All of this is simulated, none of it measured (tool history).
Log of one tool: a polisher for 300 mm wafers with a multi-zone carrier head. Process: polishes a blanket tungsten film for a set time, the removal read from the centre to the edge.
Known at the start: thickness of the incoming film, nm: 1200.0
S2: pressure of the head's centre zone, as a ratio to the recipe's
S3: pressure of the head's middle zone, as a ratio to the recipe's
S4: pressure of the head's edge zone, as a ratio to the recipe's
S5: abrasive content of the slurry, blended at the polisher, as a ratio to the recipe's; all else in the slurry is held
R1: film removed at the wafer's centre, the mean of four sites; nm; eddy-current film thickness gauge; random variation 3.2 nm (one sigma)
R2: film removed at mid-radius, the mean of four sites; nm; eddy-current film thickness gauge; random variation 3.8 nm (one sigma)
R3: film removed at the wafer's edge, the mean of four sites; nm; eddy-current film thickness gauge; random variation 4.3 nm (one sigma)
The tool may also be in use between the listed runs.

Run 1, hour 0: flow of slurry (ml/min) 180, S2 1, S3 1, S4 1, S5 1, polishing time (s) 77. Result: R1 400.17 nm, R2 384.75 nm, R3 393.85 nm.
Run 2, hour 7.8: flow of slurry (ml/min) 180, S2 1, S3 1, S4 1, S5 1.2, polishing time (s) 77. Result: R1 417.02 nm, R2 400.17 nm, R3 395.98 nm.
Run 3, hour 14.2: flow of slurry (ml/min) 180, S2 1, S3 1, S4 1, S5 1, polishing time (s) 77. Result: R1 400.78 nm, R2 388.26 nm, R3 378.74 nm.
Run 4, hour 18.2: flow of slurry (ml/min) 170, S2 0.98, S3 0.97, S4 0.98, S5 0.95, polishing time (s) 77. Result: R1 387.21 nm, R2 369.37 nm, R3 376.53 nm.
Run 5, hour 20.6: flow of slurry (ml/min) 165, S2 0.96, S3 0.96, S4 0.96, S5 0.9, polishing time (s) 76. Result: R1 359.94 nm, R2 349.65 nm, R3 361.34 nm.
Run 6, hour 24.9: flow of slurry (ml/min) 165, S2 1.03, S3 0.96, S4 0.96, S5 0.9, polishing time (s) 76. Result: R1 394.84 nm, R2 353.28 nm, R3 369.52 nm.

Forecast run 7:
Run 7, hour 31.9: flow of slurry (ml/min) 160, S2 1, S3 0.96, S4 0.94, S5 0.85, polishing time (s) 76. Result: R1 ?, R2 ?, R3 ?.

Run 7 gave R1 377.55 nm, R2 350.95 nm, R3 360.02 nm.
